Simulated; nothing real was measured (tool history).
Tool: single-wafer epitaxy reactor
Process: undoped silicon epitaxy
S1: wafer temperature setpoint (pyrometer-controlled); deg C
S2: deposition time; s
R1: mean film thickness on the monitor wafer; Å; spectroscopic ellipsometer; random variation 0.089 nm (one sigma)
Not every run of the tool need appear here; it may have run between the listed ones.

run 1 day=0.000 | S1=625 S2=518 | R1=475.32
run 2 day=0.188 | S1=624 S2=518 | R1=464.51
run 3 day=0.533 | S1=618 S2=518 | R1=402.94
run 4 day=0.696 | S1=613 S2=518 | R1=356.93
run 5 day=1.046 | S1=622 S2=518 | R1=443.27
-- day=1.212 pyrometer calibrated
run 6 day=1.212 | S1=621 S2=518 | R1=463.42
run 7 day=1.450 | S1=620 S2=518 | R1=452.73
run 8 day=1.554 | S1=619 S2=518 | R1=440.18

Predict the results of run 9:
run 9 day=1.767 | S1=618 S2=518 | R1=?

R1: 432.41 Å
